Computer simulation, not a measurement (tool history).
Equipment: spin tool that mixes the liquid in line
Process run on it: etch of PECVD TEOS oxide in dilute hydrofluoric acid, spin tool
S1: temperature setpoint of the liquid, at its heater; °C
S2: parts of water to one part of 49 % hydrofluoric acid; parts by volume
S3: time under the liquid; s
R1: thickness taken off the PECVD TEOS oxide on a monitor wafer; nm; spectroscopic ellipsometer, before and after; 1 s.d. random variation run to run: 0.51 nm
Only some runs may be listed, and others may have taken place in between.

run,hour,S1,S2,S3,R1
1,0.0,23.0,255,295,19.268
2,6.0,25.0,200,295,27.852
3,12.3,26.5,165,295,37.035
4,19.3,27.5,145,295,45.423
5,24.4,28.5,135,295,50.897
6,25.3,28.5,135,315,54.247
7,32.9,29.0,125,315,60.133

The next listed run, before its measurement:
8,41.8,29.5,120,315,?

R1: 65.244 nm
